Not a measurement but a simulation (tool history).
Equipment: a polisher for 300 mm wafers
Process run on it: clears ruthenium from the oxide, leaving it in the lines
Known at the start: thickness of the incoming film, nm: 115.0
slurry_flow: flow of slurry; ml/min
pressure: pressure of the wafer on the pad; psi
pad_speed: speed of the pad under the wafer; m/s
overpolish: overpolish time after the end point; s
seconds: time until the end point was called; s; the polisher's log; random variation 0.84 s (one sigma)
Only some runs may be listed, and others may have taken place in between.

run,hour,slurry_flow,pressure,pad_speed,overpolish,seconds
1,0.0,140,1.4,1.22,5,115.02
2,5.5,140,1.4,1.22,4,112.22
3,9.1,150,1.4,1.22,4,112.00
4,17.5,150,1.4,0.94,4,144.66
5,22.2,155,1.5,0.94,4,134.39
6,26.4,160,1.6,0.94,4,126.24

Estimate the outcome of run 7 from the log above:
7,27.2,160,1.6,0.94,4,?

seconds: 124.59 s
